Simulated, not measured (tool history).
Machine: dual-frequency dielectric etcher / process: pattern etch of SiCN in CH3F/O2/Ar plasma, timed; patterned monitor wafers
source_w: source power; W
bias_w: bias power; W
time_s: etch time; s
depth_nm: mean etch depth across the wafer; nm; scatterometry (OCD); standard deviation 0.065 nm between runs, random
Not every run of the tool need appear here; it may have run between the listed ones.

run  hour  source_w  bias_w  time_s  depth_nm
  1     0       360     104      80    28.493
  2   4.2       360     104      80    28.552
  3   8.6       370     105      80    28.857
  4  10.3       380     106      80    29.079
  5  15.4       390     108      80     29.67
  6  18.7       430     108      80    30.494

Run 7 has not been measured yet. What should we expect?
  7  23.4       430     109      80         ?

Logged for run 7: depth_nm 30.608 nm.

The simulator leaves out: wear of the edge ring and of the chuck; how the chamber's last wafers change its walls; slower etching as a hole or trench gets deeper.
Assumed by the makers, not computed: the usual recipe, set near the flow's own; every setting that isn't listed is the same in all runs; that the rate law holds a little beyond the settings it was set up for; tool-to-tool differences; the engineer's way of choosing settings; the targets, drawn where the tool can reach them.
